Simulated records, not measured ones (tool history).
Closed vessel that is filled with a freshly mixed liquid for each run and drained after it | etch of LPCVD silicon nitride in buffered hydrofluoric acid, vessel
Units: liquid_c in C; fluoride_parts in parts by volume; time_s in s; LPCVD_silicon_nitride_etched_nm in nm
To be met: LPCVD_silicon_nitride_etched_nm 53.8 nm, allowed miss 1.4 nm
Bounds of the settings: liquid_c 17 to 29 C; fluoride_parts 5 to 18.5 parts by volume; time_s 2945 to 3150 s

run	hour	liquid_c	fluoride_parts	time_s	LPCVD_silicon_nitride_etched_nm
1	0	21	11.5	2945	34.701
2	3.1	21	11.5	2945	34.223
3	10.2	23.5	11.5	2945	40.165
4	12	20.5	11.5	2945	33.503
5	14.7	18.5	11.5	2945	30.055
6	21.4	18.5	11.5	2945	29.959
7	29.2	21.5	11.5	2945	35.562
8	34.1	23.5	11.5	2945	39.596
9	42.2	27.5	11	2945	51.398

5 next moves are on the table. One of them brings every result within its allowed miss. Which?
A	50.3	29	13	3070	?
B	50.3	28.5	12	2950	?
C	50.3	27.5	10.5	2945	?
D	50.3	28	11.5	3015	?
E	50.3	29	11.5	3075	?

move	LPCVD_silicon_nitride_etched_nm
A	49.702
B	50.295
C	54.228
D	52.18
E	56.114
A: further off than the last run
B: further off than the last run
C: meets every target
D: nearer than the last run, and not there yet
E: takes the result that was furthest off past its target
Answer: C

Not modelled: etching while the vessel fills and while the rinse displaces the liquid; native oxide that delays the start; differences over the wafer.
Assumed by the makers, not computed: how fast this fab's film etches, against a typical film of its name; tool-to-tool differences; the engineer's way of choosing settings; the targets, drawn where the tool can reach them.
